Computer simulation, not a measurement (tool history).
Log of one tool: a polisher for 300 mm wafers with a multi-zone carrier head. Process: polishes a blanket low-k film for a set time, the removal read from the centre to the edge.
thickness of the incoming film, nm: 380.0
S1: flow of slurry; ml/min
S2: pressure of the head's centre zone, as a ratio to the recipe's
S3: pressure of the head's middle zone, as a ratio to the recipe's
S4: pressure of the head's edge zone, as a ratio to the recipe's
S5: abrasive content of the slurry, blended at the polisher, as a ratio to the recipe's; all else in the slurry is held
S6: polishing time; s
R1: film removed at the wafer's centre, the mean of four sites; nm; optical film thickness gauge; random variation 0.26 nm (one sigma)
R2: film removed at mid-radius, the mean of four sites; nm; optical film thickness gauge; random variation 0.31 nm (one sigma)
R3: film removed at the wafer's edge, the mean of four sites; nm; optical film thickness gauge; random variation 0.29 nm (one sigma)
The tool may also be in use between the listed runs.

| run | hour | S1 | S2 | S3 | S4 | S5 | S6 | R1 | R2 | R3 |
|---|---|---|---|---|---|---|---|---|---|---|
| 1 | 0.0 | 270 | 1.00 | 1.00 | 1.00 | 1.00 | 61 | 20.535 | 21.867 | 22.171 |
| 2 | 3.1 | 270 | 1.00 | 1.00 | 1.00 | 1.00 | 75 | 25.555 | 26.379 | 27.081 |
| 3 | 7.8 | 270 | 1.00 | 1.00 | 1.00 | 0.95 | 75 | 24.745 | 26.029 | 26.947 |
| 4 | 15.0 | 330 | 1.00 | 1.00 | 1.00 | 0.95 | 75 | 25.457 | 26.510 | 27.029 |
| 5 | 19.1 | 330 | 1.00 | 1.00 | 1.08 | 0.95 | 75 | 25.273 | 27.484 | 27.594 |
| 6 | 27.9 | 330 | 1.00 | 0.93 | 1.08 | 0.95 | 75 | 25.383 | 25.436 | 28.201 |
| 7 | 34.2 | 335 | 1.02 | 0.94 | 1.09 | 0.95 | 75 | 25.721 | 26.200 | 28.459 |
| 8 | 41.7 | 340 | 1.04 | 0.95 | 1.09 | 0.95 | 75 | 26.473 | 26.342 | 28.263 |
| 9 | 43.0 | 340 | 1.04 | 0.95 | 1.09 | 0.95 | 75 | 26.480 | 26.015 | 28.528 |
| 10 | 47.3 | 345 | 1.05 | 0.97 | 1.09 | 0.95 | 75 | 26.333 | 26.721 | 28.183 |
| 11 | 55.9 | 350 | 1.07 | 0.98 | 1.09 | 0.95 | 75 | 27.024 | 26.448 | 28.157 |
| 12 | 57.8 | 350 | 1.08 | 0.99 | 1.10 | 0.95 | 75 | 27.073 | 26.973 | 28.645 |
| 13 | 65.2 | 355 | 1.09 | 1.00 | 1.10 | 0.95 | 75 | 27.406 | 26.444 | 28.955 |

Run 14 comes next. What will it give?
| 14 | 70.0 | 360 | 1.09 | 1.02 | 1.08 | 0.95 | 75 | ? | ? | ? |

{"run 14": {"R1": 27.443, "R2": 26.96, "R3": 28.291}}
